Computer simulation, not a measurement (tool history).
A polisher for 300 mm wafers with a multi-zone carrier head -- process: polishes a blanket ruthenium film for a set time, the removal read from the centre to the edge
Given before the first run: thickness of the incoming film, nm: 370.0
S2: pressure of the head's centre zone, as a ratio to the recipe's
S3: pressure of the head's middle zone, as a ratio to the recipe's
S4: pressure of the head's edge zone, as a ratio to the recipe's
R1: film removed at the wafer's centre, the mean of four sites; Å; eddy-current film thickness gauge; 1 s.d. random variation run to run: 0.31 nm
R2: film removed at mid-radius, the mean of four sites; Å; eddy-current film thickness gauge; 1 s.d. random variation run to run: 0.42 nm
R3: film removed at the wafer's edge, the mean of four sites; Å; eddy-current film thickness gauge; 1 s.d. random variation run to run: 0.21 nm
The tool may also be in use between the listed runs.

{"run": 1, "hour": 0.0, "flow of slurry (ml/min)": 275, "S2": 1, "S3": 1, "S4": 1, "polishing time (s)": 71, "R1": 436.04, "R2": 432.21, "R3": 424.35}
{"run": 2, "hour": 7.6, "flow of slurry (ml/min)": 265, "S2": 0.96, "S3": 0.97, "S4": 0.97, "polishing time (s)": 68, "R1": 394.58, "R2": 404.16, "R3": 404.84}
{"run": 3, "hour": 8.4, "flow of slurry (ml/min)": 260, "S2": 0.94, "S3": 0.95, "S4": 0.95, "polishing time (s)": 65, "R1": 368.86, "R2": 386.25, "R3": 380.65}
{"run": 4, "hour": 9.4, "flow of slurry (ml/min)": 255, "S2": 0.92, "S3": 0.92, "S4": 0.94, "polishing time (s)": 63, "R1": 352.73, "R2": 359.38, "R3": 362.81}
{"run": 5, "hour": 12.2, "flow of slurry (ml/min)": 255, "S2": 0.92, "S3": 0.92, "S4": 0.94, "polishing time (s)": 46, "R1": 259.6, "R2": 256.22, "R3": 266.78}
{"run": 6, "hour": 16.1, "flow of slurry (ml/min)": 260, "S2": 0.93, "S3": 0.95, "S4": 0.99, "polishing time (s)": 48, "R1": 274.65, "R2": 284.55, "R3": 284.44}

Run 7 has not been measured yet. What should we expect?
{"run": 7, "hour": 24.7, "flow of slurry (ml/min)": 265, "S2": 0.93, "S3": 0.94, "S4": 1.03, "polishing time (s)": 50, "R1": "?", "R2": "?", "R3": "?"}

R1: 280.66 Å
R2: 286.72 Å
R3: 299.65 Å

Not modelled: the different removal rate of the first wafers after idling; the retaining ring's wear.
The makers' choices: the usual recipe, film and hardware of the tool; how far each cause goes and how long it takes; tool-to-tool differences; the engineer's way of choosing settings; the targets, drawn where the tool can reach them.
